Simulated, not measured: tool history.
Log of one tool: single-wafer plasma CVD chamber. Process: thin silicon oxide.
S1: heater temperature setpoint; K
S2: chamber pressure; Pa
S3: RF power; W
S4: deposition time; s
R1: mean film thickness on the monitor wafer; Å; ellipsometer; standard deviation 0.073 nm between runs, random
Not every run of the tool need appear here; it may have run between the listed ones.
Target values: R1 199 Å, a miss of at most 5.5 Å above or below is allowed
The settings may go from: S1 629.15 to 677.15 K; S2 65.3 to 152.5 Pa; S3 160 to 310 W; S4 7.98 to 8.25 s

{"run": 1, "day": 0.0, "S1": 653.15, "S2": 108.9, "S3": 235, "S4": 7.98, "R1": 149.92}
{"run": 2, "day": 0.212, "S1": 653.15, "S2": 108.9, "S3": 235, "S4": 8.25, "R1": 155.14}
{"run": 3, "day": 0.383, "S1": 653.15, "S2": 116.5, "S3": 235, "S4": 8.25, "R1": 163.45}
{"run": 4, "day": 0.446, "S1": 653.15, "S2": 123.5, "S3": 235, "S4": 8.25, "R1": 170.44}
{"run": 5, "day": 0.762, "S1": 659.15, "S2": 123.5, "S3": 235, "S4": 8.25, "R1": 169.94}
{"run": 6, "day": 0.862, "S1": 659.15, "S2": 129.2, "S3": 235, "S4": 8.25, "R1": 175.38}
{"run": 7, "day": 0.912, "S1": 659.15, "S2": 134, "S3": 235, "S4": 8.25, "R1": 178.9}
{"run": 8, "day": 1.208, "S1": 659.15, "S2": 134, "S3": 235, "S4": 8.25, "R1": 180.58}
{"run": 9, "day": 1.562, "S1": 659.15, "S2": 137.7, "S3": 235, "S4": 8.25, "R1": 183.14}
{"run": 10, "day": 1.683, "S1": 659.15, "S2": 141.2, "S3": 235, "S4": 8.25, "R1": 184.82}
{"run": 11, "day": 1.842, "S1": 659.15, "S2": 144.1, "S3": 240, "S4": 8.25, "R1": 189.04}
{"run": 12, "day": 1.867, "S1": 659.15, "S2": 146.4, "S3": 240, "S4": 8.25, "R1": 191.2}
{"run": 13, "day": 1.992, "S1": 659.15, "S2": 148, "S3": 240, "S4": 8.25, "R1": 192.34}

5 next moves are on the table. One of them brings every result within its allowed miss. Which?
{"run": "A", "day": 2.117, "S1": 646.15, "S2": 152.5, "S3": 235, "S4": 8.25, "R1": "?"}
{"run": "B", "day": 2.117, "S1": 668.15, "S2": 152.5, "S3": 210, "S4": 8.25, "R1": "?"}
{"run": "C", "day": 2.117, "S1": 662.15, "S2": 140, "S3": 230, "S4": 8.25, "R1": "?"}
{"run": "D", "day": 2.117, "S1": 663.15, "S2": 149.2, "S3": 215, "S4": 7.98, "R1": "?"}
{"run": "E", "day": 2.117, "S1": 659.15, "S2": 150.9, "S3": 235, "S4": 8.12, "R1": "?"}

move=A R1=198.1
move=B R1=186.88
move=C R1=184.52
move=D R1=180.64
move=E R1=191.86
A: each result inside its tolerance
B: lands further from the targets than the last run did
C: lands further from the targets than the last run did
D: lands further from the targets than the last run did
E: lands further from the targets than the last run did
The right move is A.
